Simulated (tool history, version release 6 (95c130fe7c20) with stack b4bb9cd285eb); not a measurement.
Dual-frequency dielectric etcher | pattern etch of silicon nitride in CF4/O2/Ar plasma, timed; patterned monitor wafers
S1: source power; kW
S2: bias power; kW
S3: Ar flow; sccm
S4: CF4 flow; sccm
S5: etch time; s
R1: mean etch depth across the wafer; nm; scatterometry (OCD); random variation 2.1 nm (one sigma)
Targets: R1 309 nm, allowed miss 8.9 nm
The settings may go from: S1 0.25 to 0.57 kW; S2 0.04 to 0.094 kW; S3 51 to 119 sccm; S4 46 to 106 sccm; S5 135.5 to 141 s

run 1 day=0 | S1=0.41 S2=0.067 S3=85 S4=76 S5=135.5 | R1=248.61
run 2 day=0.058 | S1=0.37 S2=0.067 S3=85 S4=76 S5=135.5 | R1=232.65
run 3 day=0.138 | S1=0.37 S2=0.067 S3=85 S4=62 S5=135.5 | R1=233.47
run 4 day=0.183 | S1=0.37 S2=0.067 S3=100 S4=62 S5=135.5 | R1=228.48
run 5 day=0.271 | S1=0.37 S2=0.067 S3=100 S4=49 S5=135.5 | R1=221.04
run 6 day=0.529 | S1=0.39 S2=0.068 S3=100 S4=49 S5=135.5 | R1=232.84
run 7 day=0.688 | S1=0.41 S2=0.068 S3=100 S4=49 S5=135.5 | R1=240.38
run 8 day=0.975 | S1=0.42 S2=0.068 S3=100 S4=49 S5=135.5 | R1=240.68
run 9 day=1.246 | S1=0.43 S2=0.069 S3=100 S4=49 S5=135.5 | R1=251.1
run 10 day=1.325 | S1=0.44 S2=0.069 S3=100 S4=49 S5=135.5 | R1=255.23
run 11 day=1.633 | S1=0.45 S2=0.069 S3=100 S4=49 S5=135.5 | R1=262.15
run 12 day=1.838 | S1=0.46 S2=0.069 S3=100 S4=49 S5=135.5 | R1=262.81
run 13 day=1.95 | S1=0.47 S2=0.069 S3=100 S4=49 S5=135.5 | R1=263.63
run 14 day=2.038 | S1=0.48 S2=0.069 S3=100 S4=49 S5=135.5 | R1=271.05
run 15 day=2.117 | S1=0.49 S2=0.069 S3=100 S4=49 S5=135.5 | R1=271.55
run 16 day=2.183 | S1=0.5 S2=0.069 S3=100 S4=49 S5=135.5 | R1=277.04
run 17 day=2.504 | S1=0.51 S2=0.069 S3=100 S4=49 S5=135.5 | R1=280.6
run 18 day=2.638 | S1=0.52 S2=0.069 S3=100 S4=49 S5=135.5 | R1=284.51
run 19 day=2.862 | S1=0.55 S2=0.071 S3=100 S4=49 S5=135.5 | R1=296.79

Which of these 4 next moves meets every target?
run A day=3.088 | S1=0.55 S2=0.076 S3=106 S4=46 S5=137 | R1=?
run B day=3.088 | S1=0.51 S2=0.068 S3=102 S4=46 S5=139.5 | R1=?
run C day=3.088 | S1=0.55 S2=0.062 S3=96 S4=52 S5=135.5 | R1=?
run D day=3.088 | S1=0.53 S2=0.065 S3=87 S4=59 S5=135.5 | R1=?

move=A R1=307.83
move=B R1=283.89
move=C R1=283.69
move=D R1=288
A: meets every target
B: further off than the last run
C: further off than the last run
D: further off than the last run
The right move is A.
